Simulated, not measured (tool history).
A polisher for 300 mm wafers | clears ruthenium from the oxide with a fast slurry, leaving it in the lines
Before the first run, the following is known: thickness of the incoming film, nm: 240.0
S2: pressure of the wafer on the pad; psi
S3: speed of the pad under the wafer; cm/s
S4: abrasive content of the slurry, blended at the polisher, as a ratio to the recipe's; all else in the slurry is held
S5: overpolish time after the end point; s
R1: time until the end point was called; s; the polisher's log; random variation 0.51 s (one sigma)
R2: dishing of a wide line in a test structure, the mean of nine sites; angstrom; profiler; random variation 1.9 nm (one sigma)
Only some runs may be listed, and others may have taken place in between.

run 1 hour=0 | flow_of_slurry_(ml/min)=195 S2=2.6 S3=86 S4=1 S5=16 | R1=85.497 R2=385.49
run 2 hour=8.7 | flow_of_slurry_(ml/min)=195 S2=2.6 S3=86 S4=1 S5=23 | R1=87.405 R2=520.13
run 3 hour=11.3 | flow_of_slurry_(ml/min)=200 S2=2.9 S3=86 S4=1 S5=23 | R1=77.55 R2=586.01
run 4 hour=12.2 | flow_of_slurry_(ml/min)=205 S2=3.1 S3=86 S4=1 S5=22 | R1=72.753 R2=581.43
run 5 hour=15.3 | flow_of_slurry_(ml/min)=205 S2=3.1 S3=86 S4=1.2 S5=22 | R1=66.769 R2=631.92
run 6 hour=17.1 | flow_of_slurry_(ml/min)=230 S2=3.1 S3=86 S4=1.2 S5=22 | R1=66.053 R2=642.16
run 7 hour=20.7 | flow_of_slurry_(ml/min)=230 S2=3.2 S3=86 S4=1.2 S5=22 | R1=64.515 R2=660.12

Estimate the outcome of run 8 from the log above:
run 8 hour=21.9 | flow_of_slurry_(ml/min)=245 S2=3.9 S3=88 S4=1.2 S5=20 | R1=? R2=?

{"run 8": {"R1": 52.377, "R2": 721.5}}

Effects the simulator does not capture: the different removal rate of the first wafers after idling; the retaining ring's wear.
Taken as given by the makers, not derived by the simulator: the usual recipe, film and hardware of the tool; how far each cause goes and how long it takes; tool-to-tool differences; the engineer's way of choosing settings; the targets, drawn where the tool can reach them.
